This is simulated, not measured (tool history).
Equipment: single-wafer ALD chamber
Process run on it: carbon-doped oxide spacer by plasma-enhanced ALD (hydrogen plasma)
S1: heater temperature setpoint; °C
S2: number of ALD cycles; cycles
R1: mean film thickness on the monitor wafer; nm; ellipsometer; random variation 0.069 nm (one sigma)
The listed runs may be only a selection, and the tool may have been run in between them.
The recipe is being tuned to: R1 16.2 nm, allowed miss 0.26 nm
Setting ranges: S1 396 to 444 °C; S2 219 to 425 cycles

{"run": 1, "hour": 0.0, "S1": 420, "S2": 322, "R1": 13.383}
{"run": 2, "hour": 2.8, "S1": 428, "S2": 322, "R1": 12.949}
{"run": 3, "hour": 7.3, "S1": 436, "S2": 322, "R1": 12.495}
{"run": 4, "hour": 9.6, "S1": 427, "S2": 334, "R1": 13.433}
{"run": 5, "hour": 14.8, "S1": 420, "S2": 343, "R1": 14.118}
{"run": 6, "hour": 19.1, "S1": 420, "S2": 323, "R1": 13.433}
{"run": 7, "hour": 27.9, "S1": 414, "S2": 335, "R1": 14.236}
{"run": 8, "hour": 33.2, "S1": 410, "S2": 342, "R1": 14.774}
{"run": 9, "hour": 34.2, "S1": 407, "S2": 347, "R1": 15.1}
{"run": 10, "hour": 41.3, "S1": 405, "S2": 351, "R1": 15.339}
{"run": 11, "hour": 44.7, "S1": 403, "S2": 354, "R1": 15.603}
{"run": 12, "hour": 50.5, "S1": 402, "S2": 356, "R1": 15.676}

Which one of the following 4 next-run settings gets every result inside its allowed miss? There is exactly one.
{"run": "A", "hour": 56.3, "S1": 396, "S2": 349, "R1": "?"}
{"run": "B", "hour": 56.3, "S1": 403, "S2": 346, "R1": "?"}
{"run": "C", "hour": 56.3, "S1": 402, "S2": 341, "R1": "?"}
{"run": "D", "hour": 56.3, "S1": 410, "S2": 376, "R1": "?"}

move=A R1=15.279
move=B R1=15.12
move=C R1=14.929
move=D R1=16.037
A: lands further from the targets than the last run did
B: lands further from the targets than the last run did
C: lands further from the targets than the last run did
D: meets every target
Move D is the one to make.
